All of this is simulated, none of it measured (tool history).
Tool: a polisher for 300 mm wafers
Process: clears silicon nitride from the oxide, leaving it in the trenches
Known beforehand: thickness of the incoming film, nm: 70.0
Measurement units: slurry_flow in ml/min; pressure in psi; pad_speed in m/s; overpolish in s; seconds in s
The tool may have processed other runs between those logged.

run	hour	slurry_flow	pressure	pad_speed	overpolish	seconds
1	0	260	2.7	1.06	6	95.055
2	5.9	260	2.7	1.06	5	94.925
3	12.1	205	2.7	1.06	5	94.773
4	20	205	2.7	1.06	5	96.801
5	27.2	205	2.7	1.06	6	94.756
6	34.7	240	2.7	1.06	6	94.146
7	42.1	240	2.3	0.96	6	122.45
8	48.4	240	2	0.9	6	150.48

Expected results for the next run?
9	49.2	240	2	0.9	6	?

{"run 9": {"seconds": 146.58}}
